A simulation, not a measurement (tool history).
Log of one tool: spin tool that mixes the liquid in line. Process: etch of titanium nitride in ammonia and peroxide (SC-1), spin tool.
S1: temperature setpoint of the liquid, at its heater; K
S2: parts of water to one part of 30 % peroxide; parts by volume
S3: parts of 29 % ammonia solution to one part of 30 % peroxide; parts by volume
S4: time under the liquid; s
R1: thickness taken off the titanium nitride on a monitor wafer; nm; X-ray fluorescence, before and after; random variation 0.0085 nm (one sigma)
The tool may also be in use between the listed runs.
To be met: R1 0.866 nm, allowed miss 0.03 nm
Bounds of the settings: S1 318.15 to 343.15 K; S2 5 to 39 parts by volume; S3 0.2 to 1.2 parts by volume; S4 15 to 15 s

run 1 day=0 | S1=334.15 S2=21.5 S3=0.9 S4=15 | R1=1.5705
run 2 day=0.125 | S1=334.15 S2=13.5 S3=0.9 S4=15 | R1=2.0142
run 3 day=0.492 | S1=334.15 S2=13.5 S3=0.9 S4=15 | R1=1.986
run 4 day=0.679 | S1=334.15 S2=13.5 S3=0.9 S4=15 | R1=2.0289
run 5 day=0.846 | S1=334.15 S2=13.5 S3=0.9 S4=15 | R1=1.9769
run 6 day=1.012 | S1=332.65 S2=13.5 S3=0.9 S4=15 | R1=1.8243
run 7 day=1.225 | S1=331.15 S2=13.5 S3=0.9 S4=15 | R1=1.6109
run 8 day=1.479 | S1=330.15 S2=13.5 S3=0.9 S4=15 | R1=1.5633
run 9 day=1.571 | S1=329.15 S2=13.5 S3=0.9 S4=15 | R1=1.4219
run 10 day=1.758 | S1=328.15 S2=13.5 S3=0.9 S4=15 | R1=1.3488
run 11 day=1.958 | S1=327.65 S2=13.5 S3=0.9 S4=15 | R1=1.3108
run 12 day=2.271 | S1=327.15 S2=13.5 S3=0.9 S4=15 | R1=1.2422
run 13 day=2.371 | S1=326.65 S2=13.5 S3=0.9 S4=15 | R1=1.2142
run 14 day=2.429 | S1=326.15 S2=13.5 S3=0.9 S4=15 | R1=1.1847
run 15 day=2.546 | S1=325.65 S2=13.5 S3=0.9 S4=15 | R1=1.13
run 16 day=2.825 | S1=325.15 S2=13.5 S3=0.9 S4=15 | R1=1.1078
run 17 day=3.175 | S1=324.65 S2=13.5 S3=0.9 S4=15 | R1=1.0779
run 18 day=3.504 | S1=324.15 S2=13.5 S3=0.9 S4=15 | R1=0.99923
-- day=3.817 thermometer replaced
run 19 day=3.817 | S1=323.15 S2=13.5 S3=0.9 S4=15 | R1=1.0309
run 20 day=4.183 | S1=322.65 S2=13.5 S3=0.9 S4=15 | R1=0.99811
run 21 day=4.358 | S1=322.15 S2=13.5 S3=0.9 S4=15 | R1=0.96861
run 22 day=4.633 | S1=321.15 S2=13.5 S3=0.9 S4=15 | R1=0.90636

Which of these 4 next moves meets every target?
run A day=4.908 | S1=323.65 S2=15.5 S3=0.85 S4=15 | R1=?
run B day=4.908 | S1=322.15 S2=13.5 S3=0.75 S4=15 | R1=?
run C day=4.908 | S1=323.15 S2=20 S3=0.95 S4=15 | R1=?
run D day=4.908 | S1=323.15 S2=14.5 S3=0.85 S4=15 | R1=?

move=A R1=0.97573
move=B R1=0.92601
move=C R1=0.83677
move=D R1=0.97655
A: further off than the last run
B: further off than the last run
C: meets every target
D: further off than the last run
Move C is the one to make.
